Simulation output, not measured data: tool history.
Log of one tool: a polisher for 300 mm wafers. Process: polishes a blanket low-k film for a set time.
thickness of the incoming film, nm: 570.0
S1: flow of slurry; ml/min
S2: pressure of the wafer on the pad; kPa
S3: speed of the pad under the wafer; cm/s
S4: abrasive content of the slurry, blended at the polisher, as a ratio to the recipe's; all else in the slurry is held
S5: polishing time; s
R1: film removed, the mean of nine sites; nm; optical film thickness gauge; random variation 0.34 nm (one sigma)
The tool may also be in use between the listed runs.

run,day,S1,S2,S3,S4,S5,R1
1,0,255,13.8,80,1,60,19.502
2,0.083,255,14.5,80,1,60,20.518
3,0.375,255,15.2,80,1,60,21.308
4,0.546,255,15.9,80,1,60,22.81
5,0.746,280,15.9,80,1,60,22.559
6,0.9,280,16.5,80,1,60,23.127
7,1.15,280,16.5,80,1,60,22.998
8,1.321,280,17.2,80,1,60,24.475
9,1.521,280,17.9,80,1,60,25.268

Forecast run 10:
10,1.829,280,17.9,80,1,60,?

{"run 10": {"R1": 25.305}}

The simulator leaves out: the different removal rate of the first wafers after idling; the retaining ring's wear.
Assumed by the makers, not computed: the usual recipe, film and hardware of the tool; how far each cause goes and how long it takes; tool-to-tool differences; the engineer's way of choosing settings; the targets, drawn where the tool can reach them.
